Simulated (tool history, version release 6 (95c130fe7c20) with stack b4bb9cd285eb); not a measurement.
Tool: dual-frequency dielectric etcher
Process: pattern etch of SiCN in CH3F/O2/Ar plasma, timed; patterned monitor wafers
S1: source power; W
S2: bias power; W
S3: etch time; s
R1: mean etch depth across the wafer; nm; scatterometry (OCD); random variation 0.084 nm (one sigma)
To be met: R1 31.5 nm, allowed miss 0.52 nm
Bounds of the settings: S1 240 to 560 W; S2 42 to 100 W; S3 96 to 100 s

run,day,S1,S2,S3,R1
1,0,400,71,96,36.101
2,0.275,400,71,96,35.906
3,0.546,390,71,96,35.645
4,0.679,350,71,96,34.393
5,0.733,400,71,96,35.938
6,0.858,400,78,96,37.244
7,1.038,320,70,96,33.152
8,1.412,310,70,96,32.745

4 next moves are on the table. One of them brings every result within its allowed miss. Which?
A,1.788,300,59,99,?
B,1.788,310,67,99,?
C,1.788,250,67,97.5,?
D,1.788,310,76,96.5,?

move,R1
A,31.244
B,33.127
C,30.272
D,33.862
A: meets every target
B: further off than the last run
C: takes the result that was furthest off past its target
D: further off than the last run
Move A is the one to make.

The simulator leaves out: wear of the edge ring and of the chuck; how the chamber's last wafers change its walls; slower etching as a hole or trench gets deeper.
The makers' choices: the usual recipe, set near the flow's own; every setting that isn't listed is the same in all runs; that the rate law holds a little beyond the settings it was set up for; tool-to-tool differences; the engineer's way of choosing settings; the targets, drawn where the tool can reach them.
